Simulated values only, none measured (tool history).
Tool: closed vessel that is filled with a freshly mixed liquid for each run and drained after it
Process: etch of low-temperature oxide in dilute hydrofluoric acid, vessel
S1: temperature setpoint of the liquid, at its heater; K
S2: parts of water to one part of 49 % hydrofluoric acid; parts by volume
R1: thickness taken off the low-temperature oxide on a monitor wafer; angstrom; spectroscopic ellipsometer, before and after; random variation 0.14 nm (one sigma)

Run 1, hour 0.0: S1 297.15 K, S2 165 parts by volume, time in the liquid (s) 140. Result: R1 165.78 angstrom.
Run 2, hour 7.6: S1 297.15 K, S2 165 parts by volume, time in the liquid (s) 105. Result: R1 124.08 angstrom.
Run 3, hour 15.3: S1 299.15 K, S2 155 parts by volume, time in the liquid (s) 105. Result: R1 141.27 angstrom.
Run 4, hour 17.6: S1 299.15 K, S2 140 parts by volume, time in the liquid (s) 105. Result: R1 162.12 angstrom.
Run 5, hour 24.6: S1 301.15 K, S2 140 parts by volume, time in the liquid (s) 105. Result: R1 173.74 angstrom.
Run 6, hour 26.1: S1 301.15 K, S2 140 parts by volume, time in the liquid (s) 105. Result: R1 173.28 angstrom.
Run 7, hour 30.7: S1 302.15 K, S2 135 parts by volume, time in the liquid (s) 105. Result: R1 191.04 angstrom.
Run 8, hour 36.2: S1 302.65 K, S2 135 parts by volume, time in the liquid (s) 105. Result: R1 194.09 angstrom.

Forecast run 9:
Run 9, hour 37.9: S1 302.65 K, S2 135 parts by volume, time in the liquid (s) 105. Result: R1 ?.

R1: 192.41 angstrom
